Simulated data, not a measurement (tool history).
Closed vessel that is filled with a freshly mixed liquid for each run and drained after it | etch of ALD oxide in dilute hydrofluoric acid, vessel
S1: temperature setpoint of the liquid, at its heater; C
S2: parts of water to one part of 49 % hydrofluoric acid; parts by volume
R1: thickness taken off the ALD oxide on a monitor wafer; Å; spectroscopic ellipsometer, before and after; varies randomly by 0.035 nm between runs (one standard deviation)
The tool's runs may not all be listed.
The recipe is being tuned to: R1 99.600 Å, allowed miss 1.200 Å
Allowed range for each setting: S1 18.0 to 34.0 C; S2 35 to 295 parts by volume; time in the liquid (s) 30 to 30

{"run": 1, "hour": 0.0, "S1": 26.0, "S2": 165, "time in the liquid (s)": 30, "R1": 63.796}
{"run": 2, "hour": 4.6, "S1": 26.0, "S2": 195, "time in the liquid (s)": 30, "R1": 52.121}
{"run": 3, "hour": 11.5, "S1": 28.5, "S2": 195, "time in the liquid (s)": 30, "R1": 57.218}
{"run": 4, "hour": 19.4, "S1": 30.0, "S2": 185, "time in the liquid (s)": 30, "R1": 64.168}
{"run": 5, "hour": 26.8, "S1": 33.5, "S2": 185, "time in the liquid (s)": 30, "R1": 72.312}
{"run": 6, "hour": 29.1, "S1": 33.5, "S2": 175, "time in the liquid (s)": 30, "R1": 77.764}
{"run": 7, "hour": 36.9, "S1": 33.5, "S2": 165, "time in the liquid (s)": 30, "R1": 83.973}
{"run": 8, "hour": 46.0, "S1": 34.0, "S2": 140, "time in the liquid (s)": 30, "R1": 104.19}
{"run": 9, "hour": 51.6, "S1": 33.5, "S2": 140, "time in the liquid (s)": 30, "R1": 102.67}

Which single option among these 4 for the next run brings every result within its allowed miss of target? Just one does.
{"run": "A", "hour": 57.2, "S1": 31.5, "S2": 135, "time in the liquid (s)": 30, "R1": "?"}
{"run": "B", "hour": 57.2, "S1": 29.5, "S2": 130, "time in the liquid (s)": 30, "R1": "?"}
{"run": "C", "hour": 57.2, "S1": 33.0, "S2": 145, "time in the liquid (s)": 30, "R1": "?"}
{"run": "D", "hour": 57.2, "S1": 32.5, "S2": 135, "time in the liquid (s)": 30, "R1": "?"}

move=A R1=99.291
move=B R1=96.546
move=C R1=96.135
move=D R1=102.900
A: meets every target
B: the result that was furthest off in the last run now lies on the other side of its target
C: the result that was furthest off in the last run now lies on the other side of its target
D: the biggest miss grows against the last run
The right move is A.
